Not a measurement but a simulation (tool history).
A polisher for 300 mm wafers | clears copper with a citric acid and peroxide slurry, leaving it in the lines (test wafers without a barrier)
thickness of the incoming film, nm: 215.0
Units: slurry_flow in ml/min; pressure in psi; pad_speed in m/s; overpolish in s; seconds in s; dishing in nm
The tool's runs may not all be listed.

run  hour  slurry_flow  pressure  pad_speed  slurry_solids  overpolish  seconds  dishing
  1   0.0          180       2.0       1.16            1.0          30   140.99   27.584
  2   3.6          180       2.0       1.16            0.9          30   142.21   27.224
  3  10.8          180       2.0       1.40            0.9          30   119.30   30.298
  4  18.2          180       2.4       1.40            0.9          30   100.81   33.781
  5  22.7          180       2.4       1.28            0.9          30   110.99   32.323
  6  25.0          180       2.3       1.28            0.9          29   116.03   30.733
  7  26.4          190       1.7       1.26            0.9          18   156.59   17.473

Forecast run 8:
  8  32.6          190       1.7       1.26            0.9          19        ?        ?

seconds: 157.14 s
dishing: 18.404 nm
